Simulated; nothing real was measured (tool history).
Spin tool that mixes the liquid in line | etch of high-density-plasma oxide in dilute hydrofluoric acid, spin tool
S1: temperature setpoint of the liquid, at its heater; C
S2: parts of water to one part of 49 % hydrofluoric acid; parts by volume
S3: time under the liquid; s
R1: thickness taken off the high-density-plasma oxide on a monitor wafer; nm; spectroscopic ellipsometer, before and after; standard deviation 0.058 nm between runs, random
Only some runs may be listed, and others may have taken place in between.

Run 1, day 0: S1 21 C, S2 150 parts by volume, S3 305 s. Result: R1 8.0787 nm.
Run 2, day 0.283: S1 21 C, S2 105 parts by volume, S3 305 s. Result: R1 12.027 nm.
Run 3, day 0.508: S1 20.5 C, S2 105 parts by volume, S3 305 s. Result: R1 11.889 nm.
Run 4, day 0.592: S1 20 C, S2 105 parts by volume, S3 305 s. Result: R1 11.575 nm.
Run 5, day 0.875: S1 19.5 C, S2 105 parts by volume, S3 305 s. Result: R1 11.343 nm.
Run 6, day 1.029: S1 19 C, S2 105 parts by volume, S3 305 s. Result: R1 11.046 nm.

Predict the results of run 7:
Run 7, day 1.308: S1 18.5 C, S2 105 parts by volume, S3 305 s. Result: R1 ?.

{"run 7": {"R1": 10.921}}
